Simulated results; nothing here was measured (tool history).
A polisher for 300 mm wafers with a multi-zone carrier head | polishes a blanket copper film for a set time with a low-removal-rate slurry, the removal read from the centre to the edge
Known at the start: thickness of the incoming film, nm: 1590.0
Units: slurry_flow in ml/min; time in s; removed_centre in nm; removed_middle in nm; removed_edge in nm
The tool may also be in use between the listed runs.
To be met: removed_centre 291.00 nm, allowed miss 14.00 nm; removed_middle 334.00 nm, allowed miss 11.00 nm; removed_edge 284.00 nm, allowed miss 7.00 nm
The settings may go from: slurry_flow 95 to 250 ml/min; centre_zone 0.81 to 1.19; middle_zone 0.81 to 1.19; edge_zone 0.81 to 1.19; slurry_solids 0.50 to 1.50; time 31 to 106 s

{"run": 1, "hour": 0.0, "slurry_flow": 160, "centre_zone": 1.0, "middle_zone": 1.0, "edge_zone": 1.0, "slurry_solids": 1.0, "time": 68, "removed_centre": 231.66, "removed_middle": 222.78, "removed_edge": 222.35}
{"run": 2, "hour": 8.5, "slurry_flow": 170, "centre_zone": 1.0, "middle_zone": 1.04, "edge_zone": 1.01, "slurry_solids": 1.1, "time": 69, "removed_centre": 239.56, "removed_middle": 246.01, "removed_edge": 232.04}
{"run": 3, "hour": 13.2, "slurry_flow": 155, "centre_zone": 1.0, "middle_zone": 1.04, "edge_zone": 1.01, "slurry_solids": 1.1, "time": 69, "removed_centre": 231.08, "removed_middle": 241.67, "removed_edge": 231.43}
{"run": 4, "hour": 20.6, "slurry_flow": 165, "centre_zone": 1.01, "middle_zone": 1.06, "edge_zone": 1.03, "slurry_solids": 1.15, "time": 69, "removed_centre": 235.45, "removed_middle": 249.65, "removed_edge": 237.8}
{"run": 5, "hour": 23.2, "slurry_flow": 175, "centre_zone": 1.03, "middle_zone": 1.08, "edge_zone": 1.04, "slurry_solids": 1.2, "time": 70, "removed_centre": 253.41, "removed_middle": 262.8, "removed_edge": 243.87}
{"run": 6, "hour": 24.4, "slurry_flow": 175, "centre_zone": 1.03, "middle_zone": 1.02, "edge_zone": 1.04, "slurry_solids": 1.2, "time": 70, "removed_centre": 259.14, "removed_middle": 251.83, "removed_edge": 246.84}
{"run": 7, "hour": 25.4, "slurry_flow": 185, "centre_zone": 1.03, "middle_zone": 1.05, "edge_zone": 1.05, "slurry_solids": 1.25, "time": 70, "removed_centre": 254.24, "removed_middle": 262.0, "removed_edge": 251.52}
{"run": 8, "hour": 32.1, "slurry_flow": 225, "centre_zone": 1.13, "middle_zone": 1.15, "edge_zone": 1.05, "slurry_solids": 1.5, "time": 75, "removed_centre": 330.99, "removed_middle": 317.96, "removed_edge": 281.54}
{"run": 9, "hour": 34.7, "slurry_flow": 225, "centre_zone": 1.11, "middle_zone": 1.16, "edge_zone": 1.05, "slurry_solids": 1.5, "time": 75, "removed_centre": 326.33, "removed_middle": 321.66, "removed_edge": 281.81}
{"run": 10, "hour": 39.5, "slurry_flow": 225, "centre_zone": 1.09, "middle_zone": 1.17, "edge_zone": 1.05, "slurry_solids": 1.5, "time": 75, "removed_centre": 317.17, "removed_middle": 324.77, "removed_edge": 282.66}
{"hour": 40.5, "done": "edge zone pressure recalibrated"}
{"run": 11, "hour": 40.5, "slurry_flow": 225, "centre_zone": 1.07, "middle_zone": 1.17, "edge_zone": 1.05, "slurry_solids": 1.5, "time": 75, "removed_centre": 311.74, "removed_middle": 329.9, "removed_edge": 288.88}
{"run": 12, "hour": 41.4, "slurry_flow": 225, "centre_zone": 1.06, "middle_zone": 1.17, "edge_zone": 1.04, "slurry_solids": 1.5, "time": 75, "removed_centre": 311.54, "removed_middle": 325.66, "removed_edge": 294.12}
{"run": 13, "hour": 42.5, "slurry_flow": 215, "centre_zone": 1.06, "middle_zone": 1.17, "edge_zone": 1.06, "slurry_solids": 1.45, "time": 76, "removed_centre": 300.99, "removed_middle": 323.42, "removed_edge": 295.13}
{"run": 14, "hour": 51.4, "slurry_flow": 215, "centre_zone": 1.05, "middle_zone": 1.17, "edge_zone": 1.04, "slurry_solids": 1.45, "time": 76, "removed_centre": 303.58, "removed_middle": 323.8, "removed_edge": 296.14}
{"run": 15, "hour": 59.6, "slurry_flow": 220, "centre_zone": 1.06, "middle_zone": 1.17, "edge_zone": 1.06, "slurry_solids": 1.4, "time": 76, "removed_centre": 308.18, "removed_middle": 323.52, "removed_edge": 296.26}
{"run": 16, "hour": 66.2, "slurry_flow": 215, "centre_zone": 1.05, "middle_zone": 1.17, "edge_zone": 1.04, "slurry_solids": 1.4, "time": 76, "removed_centre": 303.54, "removed_middle": 320.63, "removed_edge": 289.51}
{"run": 17, "hour": 69.1, "slurry_flow": 210, "centre_zone": 1.04, "middle_zone": 1.17, "edge_zone": 1.01, "slurry_solids": 1.4, "time": 76, "removed_centre": 290.58, "removed_middle": 320.43, "removed_edge": 286.07}

5 next moves are on the table. One of them brings every result within its allowed miss. Which?
{"run": "A", "hour": 72.0, "slurry_flow": 250, "centre_zone": 1.0, "middle_zone": 1.15, "edge_zone": 1.08, "slurry_solids": 1.5, "time": 71, "removed_centre": "?", "removed_middle": "?", "removed_edge": "?"}
{"run": "B", "hour": 72.0, "slurry_flow": 215, "centre_zone": 1.08, "middle_zone": 1.06, "edge_zone": 1.02, "slurry_solids": 1.3, "time": 77, "removed_centre": "?", "removed_middle": "?", "removed_edge": "?"}
{"run": "C", "hour": 72.0, "slurry_flow": 210, "centre_zone": 0.99, "middle_zone": 1.18, "edge_zone": 0.92, "slurry_solids": 1.35, "time": 79, "removed_centre": "?", "removed_middle": "?", "removed_edge": "?"}
{"run": "D", "hour": 72.0, "slurry_flow": 165, "centre_zone": 1.03, "middle_zone": 1.13, "edge_zone": 0.99, "slurry_solids": 1.4, "time": 81, "removed_centre": "?", "removed_middle": "?", "removed_edge": "?"}
{"run": "E", "hour": 72.0, "slurry_flow": 165, "centre_zone": 1.11, "middle_zone": 1.11, "edge_zone": 0.91, "slurry_solids": 1.3, "time": 81, "removed_centre": "?", "removed_middle": "?", "removed_edge": "?"}

move=A removed_centre=274.18 removed_middle=308.76 removed_edge=286.42
move=B removed_centre=305.30 removed_middle=298.82 removed_edge=290.08
move=C removed_centre=288.44 removed_middle=335.83 removed_edge=285.88
move=D removed_centre=297.91 removed_middle=323.23 removed_edge=297.01
move=E removed_centre=316.25 removed_middle=313.65 removed_edge=282.23
A: further off than the last run
B: further off than the last run
C: meets every target
D: brings the result that was furthest off to its target, and leaves another outside
E: further off than the last run
Move C is the one to make.
